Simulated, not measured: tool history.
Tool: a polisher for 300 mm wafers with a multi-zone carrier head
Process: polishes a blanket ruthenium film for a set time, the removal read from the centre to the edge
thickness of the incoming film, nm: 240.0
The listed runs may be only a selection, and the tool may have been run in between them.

run  hour  flow of slurry (ml/min)  pressure of the head's centre zone  pressure of the head's middle zone  pressure of the head's edge zone  polishing time (s)  film removed at the wafer's centre (angstrom)  film removed at mid-radius (angstrom)  film removed at the wafer's edge (angstrom)
  1     0                      290                                   1                                   1                                 1                  43                                         975.07                                 970.58                                       958.89
  2   0.6                      290                                   1                                   1                                 1                  51                                         1167.9                                   1151                                       1128.6
  3   2.9                      290                                   1                                   1                              0.92                  51                                         1154.1                                 1156.6                                       1080.2
  4   5.4                      290                                1.01                                   1                              0.91                  51                                         1170.2                                   1152                                       1087.6
  5   8.7                      225                                1.01                                   1                              0.91                  51                                         1127.6                                 1131.9                                       1060.3
  6  17.6                      230                                1.02                                   1                               0.9                  51                                         1154.7                                 1134.5                                       1057.2

Predict the results of run 7:
  7  20.6                      230                                1.02                                   1                               0.9                  51                                              ?                                      ?                                            ?

{"run 7": {"film removed at the wafer's centre (angstrom)": 1137.7, "film removed at mid-radius (angstrom)": 1150.5, "film removed at the wafer's edge (angstrom)": 1073.1}}
